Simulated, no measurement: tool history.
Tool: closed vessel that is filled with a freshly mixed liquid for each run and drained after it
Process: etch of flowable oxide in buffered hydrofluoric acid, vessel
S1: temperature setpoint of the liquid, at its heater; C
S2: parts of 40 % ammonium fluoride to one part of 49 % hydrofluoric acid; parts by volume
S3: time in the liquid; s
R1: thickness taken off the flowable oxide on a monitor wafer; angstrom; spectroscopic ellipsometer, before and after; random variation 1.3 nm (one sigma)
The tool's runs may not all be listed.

Run 1, day 0: S1 21 C, S2 20.5 parts by volume, S3 90 s. Result: R1 1066.6 angstrom.
Run 2, day 0.267: S1 19 C, S2 20.5 parts by volume, S3 90 s. Result: R1 939.88 angstrom.
Run 3, day 0.633: S1 19 C, S2 20.5 parts by volume, S3 90 s. Result: R1 956.88 angstrom.
Run 4, day 0.671: S1 19 C, S2 17.5 parts by volume, S3 90 s. Result: R1 1089.4 angstrom.
Run 5, day 0.796: S1 20 C, S2 17.5 parts by volume, S3 90 s. Result: R1 1165.5 angstrom.
Run 6, day 0.946: S1 20 C, S2 17.5 parts by volume, S3 90 s. Result: R1 1170.1 angstrom.

Run 7 comes next. What will it give?
Run 7, day 1.238: S1 21 C, S2 17.5 parts by volume, S3 90 s. Result: R1 ?.

Run 7 gave R1 1243.6 angstrom.
